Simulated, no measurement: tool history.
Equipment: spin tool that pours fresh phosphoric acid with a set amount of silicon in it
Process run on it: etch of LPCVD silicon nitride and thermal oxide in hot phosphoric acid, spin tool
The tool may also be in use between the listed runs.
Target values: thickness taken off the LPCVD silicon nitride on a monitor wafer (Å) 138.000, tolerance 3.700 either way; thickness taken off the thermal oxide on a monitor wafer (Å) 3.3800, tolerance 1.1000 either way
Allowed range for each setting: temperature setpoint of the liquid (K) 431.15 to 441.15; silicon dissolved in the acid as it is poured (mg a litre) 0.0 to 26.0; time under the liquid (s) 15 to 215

| run | day | temperature setpoint of the liquid (K) | silicon dissolved in the acid as it is poured (mg a litre) | time under the liquid (s) | thickness taken off the LPCVD silicon nitride on a monitor wafer (Å) | thickness taken off the thermal oxide on a monitor wafer (Å) |
|---|---|---|---|---|---|---|
| 1 | 0.000 | 436.15 | 11.5 | 110 | 79.924 | 2.4853 |
| 2 | 0.112 | 434.15 | 11.5 | 110 | 75.088 | 1.6575 |
| 3 | 0.308 | 434.15 | 15.0 | 110 | 74.657 | 1.9322 |
| 4 | 0.438 | 434.65 | 12.0 | 125 | 86.756 | 2.5003 |
| 5 | 0.558 | 433.65 | 9.5 | 145 | 96.612 | 2.8162 |
| 6 | 0.883 | 434.15 | 14.5 | 155 | 105.820 | 2.6836 |
| 7 | 1.067 | 435.15 | 17.5 | 160 | 113.550 | 2.7166 |
| 8 | 1.142 | 436.15 | 19.0 | 165 | 121.030 | 3.0055 |
| 9 | 1.279 | 436.65 | 20.0 | 170 | 125.780 | 3.1413 |
| 10 | 1.321 | 437.15 | 20.5 | 175 | 131.040 | 3.3385 |
| 11 | 1.400 | 437.15 | 21.0 | 175 | 131.290 | 3.0047 |
|  | 1.438 | heated supply line repaired |
| 12 | 1.438 | 437.65 | 20.5 | 175 | 147.970 | 4.4514 |
| 13 | 1.667 | 436.65 | 22.0 | 175 | 144.010 | 3.5108 |

Exactly one of the 4 candidate moves below puts every result within its allowed miss. Which one?
| A | 1.896 | 438.15 | 14.5 | 175 | ? | ? |
| B | 1.896 | 434.15 | 25.0 | 205 | ? | ? |
| C | 1.896 | 435.15 | 22.0 | 175 | ? | ? |
| D | 1.896 | 436.65 | 19.5 | 180 | ? | ? |

| move | thickness taken off the LPCVD silicon nitride on a monitor wafer (Å) | thickness taken off the thermal oxide on a monitor wafer (Å) |
|---|---|---|
| A | 149.800 | 5.2501 |
| B | 153.700 | 3.4009 |
| C | 135.660 | 3.4374 |
| D | 146.650 | 4.2446 |
A: its largest miss is bigger than the last run's
B: its largest miss is bigger than the last run's
C: in spec on every target
D: its largest miss is bigger than the last run's
Go with C: it meets all targets.

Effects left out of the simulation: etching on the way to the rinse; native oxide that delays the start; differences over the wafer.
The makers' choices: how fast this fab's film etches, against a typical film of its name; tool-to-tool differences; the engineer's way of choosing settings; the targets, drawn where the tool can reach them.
